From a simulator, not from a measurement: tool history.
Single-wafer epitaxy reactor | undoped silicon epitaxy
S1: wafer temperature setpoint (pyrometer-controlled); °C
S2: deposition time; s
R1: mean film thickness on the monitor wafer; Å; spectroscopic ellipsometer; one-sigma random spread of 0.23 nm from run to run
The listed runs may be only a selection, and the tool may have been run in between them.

{"run": 1, "day": 0.0, "S1": 635, "S2": 475, "R1": 605.43}
{"run": 2, "day": 0.379, "S1": 639, "S2": 475, "R1": 652.26}
{"run": 3, "day": 0.729, "S1": 643, "S2": 475, "R1": 707.83}
{"run": 4, "day": 0.875, "S1": 650, "S2": 475, "R1": 811.73}
{"run": 5, "day": 1.025, "S1": 651, "S2": 480, "R1": 835.5}
{"run": 6, "day": 1.271, "S1": 651, "S2": 452, "R1": 782.8}
{"run": 7, "day": 1.383, "S1": 652, "S2": 460, "R1": 817.46}
{"run": 8, "day": 1.683, "S1": 653, "S2": 467, "R1": 843.53}
{"run": 9, "day": 1.879, "S1": 654, "S2": 473, "R1": 872.36}
{"run": 10, "day": 2.0, "S1": 655, "S2": 478, "R1": 894.09}

Expected results for the next run?
{"run": 11, "day": 2.379, "S1": 656, "S2": 483, "R1": "?"}

Run 11 came out at R1 921.66 Å.
